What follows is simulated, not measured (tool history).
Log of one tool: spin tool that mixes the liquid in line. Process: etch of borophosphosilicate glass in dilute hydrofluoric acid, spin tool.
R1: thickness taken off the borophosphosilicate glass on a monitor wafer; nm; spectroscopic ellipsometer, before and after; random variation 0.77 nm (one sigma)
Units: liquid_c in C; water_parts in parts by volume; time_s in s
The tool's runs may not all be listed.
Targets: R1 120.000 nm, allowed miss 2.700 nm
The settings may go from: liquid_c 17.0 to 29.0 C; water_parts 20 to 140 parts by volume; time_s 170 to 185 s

Run 1, hour 0.0: liquid_c 21.0 C, water_parts 75 parts by volume, time_s 170 s. Result: R1 82.813 nm.
Run 2, hour 7.2: liquid_c 22.5 C, water_parts 75 parts by volume, time_s 170 s. Result: R1 87.783 nm.
Run 3, hour 12.1: liquid_c 24.0 C, water_parts 75 parts by volume, time_s 170 s. Result: R1 92.383 nm.
Run 4, hour 19.3: liquid_c 25.0 C, water_parts 75 parts by volume, time_s 170 s. Result: R1 97.384 nm.
Run 5, hour 26.6: liquid_c 25.0 C, water_parts 60 parts by volume, time_s 170 s. Result: R1 123.640 nm.
Run 6, hour 31.2: liquid_c 25.0 C, water_parts 80 parts by volume, time_s 170 s. Result: R1 89.835 nm.
Run 7, hour 37.5: liquid_c 26.0 C, water_parts 80 parts by volume, time_s 170 s. Result: R1 93.015 nm.
Run 8, hour 42.1: liquid_c 26.5 C, water_parts 80 parts by volume, time_s 170 s. Result: R1 94.789 nm.

4 next moves are on the table. One of them brings every result within its allowed miss. Which?
Run A, hour 46.7: liquid_c 25.5 C, water_parts 60 parts by volume, time_s 170 s. Result: R1 ?.
Run B, hour 46.7: liquid_c 24.0 C, water_parts 60 parts by volume, time_s 185 s. Result: R1 ?.
Run C, hour 46.7: liquid_c 27.0 C, water_parts 60 parts by volume, time_s 185 s. Result: R1 ?.
Run D, hour 46.7: liquid_c 28.5 C, water_parts 70 parts by volume, time_s 170 s. Result: R1 ?.

move       R1
   A  125.940
   B  128.960
   C  145.550
   D  119.910
A: takes the result that was furthest off past its target
B: takes the result that was furthest off past its target
C: takes the result that was furthest off past its target
D: meets every target
Move D is the one to make.
